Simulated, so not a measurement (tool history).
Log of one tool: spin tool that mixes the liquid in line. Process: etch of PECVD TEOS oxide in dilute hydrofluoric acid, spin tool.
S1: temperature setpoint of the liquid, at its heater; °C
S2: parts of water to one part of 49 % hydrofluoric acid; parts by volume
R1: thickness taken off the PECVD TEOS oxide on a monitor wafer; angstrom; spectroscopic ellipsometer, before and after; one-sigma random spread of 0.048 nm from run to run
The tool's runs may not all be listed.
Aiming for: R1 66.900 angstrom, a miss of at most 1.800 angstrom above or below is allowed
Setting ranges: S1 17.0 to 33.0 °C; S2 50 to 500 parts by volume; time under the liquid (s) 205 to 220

run 1 hour=0.0 | S1=25.0 S2=275 time_under_the_liquid_(s)=205 | R1=110.960
run 2 hour=4.2 | S1=22.0 S2=275 time_under_the_liquid_(s)=205 | R1=99.783
run 3 hour=11.0 | S1=23.5 S2=275 time_under_the_liquid_(s)=205 | R1=103.740
run 4 hour=12.5 | S1=22.5 S2=285 time_under_the_liquid_(s)=205 | R1=96.852
run 5 hour=15.9 | S1=21.5 S2=295 time_under_the_liquid_(s)=205 | R1=90.484
run 6 hour=19.4 | S1=21.5 S2=295 time_under_the_liquid_(s)=205 | R1=89.681
run 7 hour=27.1 | S1=21.0 S2=300 time_under_the_liquid_(s)=205 | R1=85.154
run 8 hour=30.5 | S1=20.5 S2=305 time_under_the_liquid_(s)=205 | R1=82.379
run 9 hour=35.2 | S1=20.5 S2=305 time_under_the_liquid_(s)=205 | R1=82.620
run 10 hour=38.2 | S1=20.0 S2=310 time_under_the_liquid_(s)=205 | R1=80.564
run 11 hour=42.7 | S1=19.5 S2=315 time_under_the_liquid_(s)=205 | R1=77.847
run 12 hour=43.4 | S1=19.0 S2=320 time_under_the_liquid_(s)=205 | R1=74.953
run 13 hour=44.5 | S1=18.5 S2=325 time_under_the_liquid_(s)=205 | R1=70.978

Below are 5 possible settings for the next run. Only one of them brings all results inside the allowed miss of their targets. Which is it?
run A hour=45.6 | S1=17.5 S2=330 time_under_the_liquid_(s)=220 | R1=?
run B hour=45.6 | S1=17.0 S2=310 time_under_the_liquid_(s)=205 | R1=?
run C hour=45.6 | S1=17.0 S2=335 time_under_the_liquid_(s)=220 | R1=?
run D hour=45.6 | S1=19.0 S2=345 time_under_the_liquid_(s)=205 | R1=?
run E hour=45.6 | S1=17.5 S2=320 time_under_the_liquid_(s)=220 | R1=?

move=A R1=71.662
move=B R1=70.930
move=C R1=69.009
move=D R1=66.639
move=E R1=74.516
A: moves away from the targets compared with the last run
B: neither nearer nor further off than the last run
C: gains on the last run, yet a result remains outside its allowed miss
D: every result lands within tolerance
E: moves away from the targets compared with the last run
Answer: D

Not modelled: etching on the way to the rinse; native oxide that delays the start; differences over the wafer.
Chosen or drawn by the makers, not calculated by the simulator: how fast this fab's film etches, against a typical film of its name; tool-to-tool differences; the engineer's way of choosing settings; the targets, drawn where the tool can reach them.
